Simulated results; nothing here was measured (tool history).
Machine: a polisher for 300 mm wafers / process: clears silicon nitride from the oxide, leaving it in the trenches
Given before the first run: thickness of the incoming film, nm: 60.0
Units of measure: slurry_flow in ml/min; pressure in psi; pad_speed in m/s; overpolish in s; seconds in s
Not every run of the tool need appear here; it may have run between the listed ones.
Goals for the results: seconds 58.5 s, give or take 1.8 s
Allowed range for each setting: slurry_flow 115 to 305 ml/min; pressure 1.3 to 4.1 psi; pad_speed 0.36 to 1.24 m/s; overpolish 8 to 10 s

run 1 day=0 | slurry_flow=195 pressure=2.7 pad_speed=0.8 overpolish=10 | seconds=96.144
run 2 day=0.125 | slurry_flow=200 pressure=3 pad_speed=0.8 overpolish=10 | seconds=86.77
run 3 day=0.196 | slurry_flow=205 pressure=3.3 pad_speed=0.8 overpolish=10 | seconds=79.139
run 4 day=0.404 | slurry_flow=205 pressure=3.5 pad_speed=0.8 overpolish=10 | seconds=74.051
run 5 day=0.592 | slurry_flow=205 pressure=3.2 pad_speed=0.8 overpolish=10 | seconds=81.268
-- day=0.842 head pressure recalibrated
run 6 day=0.842 | slurry_flow=210 pressure=3.4 pad_speed=0.8 overpolish=10 | seconds=70.391
run 7 day=1.129 | slurry_flow=220 pressure=3.4 pad_speed=0.8 overpolish=10 | seconds=70.32
run 8 day=1.442 | slurry_flow=230 pressure=3.4 pad_speed=0.8 overpolish=10 | seconds=68.724

Pick the move, out of 4, that brings all results within their allowed miss; only one does.
run A day=1.754 | slurry_flow=220 pressure=2.9 pad_speed=0.74 overpolish=9 | seconds=?
run B day=1.754 | slurry_flow=255 pressure=3.8 pad_speed=0.86 overpolish=10 | seconds=?
run C day=1.754 | slurry_flow=200 pressure=3.1 pad_speed=0.7 overpolish=10 | seconds=?
run D day=1.754 | slurry_flow=230 pressure=3.3 pad_speed=0.92 overpolish=10 | seconds=?

move=A seconds=87.304
move=B seconds=58.277
move=C seconds=86.484
move=D seconds=63.715
A: its largest miss is bigger than the last run's
B: hits every target within its allowed miss
C: its largest miss is bigger than the last run's
D: gains on the last run, yet a result remains outside its allowed miss
B meets every target.
